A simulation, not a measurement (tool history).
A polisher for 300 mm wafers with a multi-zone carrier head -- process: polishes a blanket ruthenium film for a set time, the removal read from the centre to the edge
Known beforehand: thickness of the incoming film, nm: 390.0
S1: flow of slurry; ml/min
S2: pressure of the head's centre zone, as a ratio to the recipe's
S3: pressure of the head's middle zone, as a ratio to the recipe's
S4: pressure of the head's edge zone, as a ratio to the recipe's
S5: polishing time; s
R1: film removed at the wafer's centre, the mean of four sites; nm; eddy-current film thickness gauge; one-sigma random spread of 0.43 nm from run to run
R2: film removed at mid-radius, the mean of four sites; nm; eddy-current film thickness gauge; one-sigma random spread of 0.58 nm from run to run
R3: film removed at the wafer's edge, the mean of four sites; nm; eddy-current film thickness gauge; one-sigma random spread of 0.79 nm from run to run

run,hour,S1,S2,S3,S4,S5,R1,R2,R3
1,0,215,1,1,1,51,59.528,56.946,57.38
2,7.9,215,1,1.07,1,51,61.111,60.676,55.784
3,13.9,215,1,1.07,1,43,51.438,50.786,46.522
4,21.8,215,1,1.07,1,48,56.844,58.035,52.773
5,23.3,220,0.98,1.08,1.02,48,56.104,58.677,53.571
# hour 24.3: centre zone pressure recalibrated
6,24.3,230,0.96,1.09,1.04,48,50.643,59.261,54.553
7,30.4,240,0.96,1.1,1.05,48,51.494,58.466,55.487

Expected results for the next run?
8,35,240,0.95,1.11,1.05,49,?,?,?

Logged for run 8: R1 51.93 nm, R2 61.348 nm, R3 57.49 nm.

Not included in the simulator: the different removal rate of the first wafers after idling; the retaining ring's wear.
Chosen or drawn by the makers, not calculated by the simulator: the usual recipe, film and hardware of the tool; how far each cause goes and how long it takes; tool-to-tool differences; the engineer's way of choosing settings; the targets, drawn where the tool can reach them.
